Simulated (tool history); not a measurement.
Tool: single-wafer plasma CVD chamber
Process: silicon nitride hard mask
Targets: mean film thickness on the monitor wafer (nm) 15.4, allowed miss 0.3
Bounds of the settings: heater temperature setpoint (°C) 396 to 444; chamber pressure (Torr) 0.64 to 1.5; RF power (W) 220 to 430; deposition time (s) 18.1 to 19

run	hour	heater temperature setpoint (°C)	chamber pressure (Torr)	RF power (W)	deposition time (s)	mean film thickness on the monitor wafer (nm)
1	0	420	1.07	325	19	18.525
2	2.7	424	1.07	325	19	18.752
3	3.7	420	1.07	325	19	18.827
4	5.8	420	1.02	320	19	17.888
5	12.8	420	0.84	320	19	16.636
6	19.7	420	0.82	320	19	16.503
7	21.5	420	0.8	320	19	16.139
8	28.3	420	0.79	320	19	16.077
9	31.1	420	0.78	320	19	15.952
10	37.5	420	0.68	315	19	14.68
11	43.8	420	0.77	315	19	15.767

4 next moves are on the table. One of them brings every result within its allowed miss. Which?
A	50.1	422	0.76	325	18.3	?
B	50.1	418	0.74	335	19	?
C	50.1	420	1.1	280	19	?
D	50.1	418	0.74	335	18.8	?

move	mean film thickness on the monitor wafer (nm)
A	15.407
B	16.217
C	16.351
D	16.047
A: meets every target
B: further off than the last run
C: further off than the last run
D: further off than the last run
Move A is the one to make.
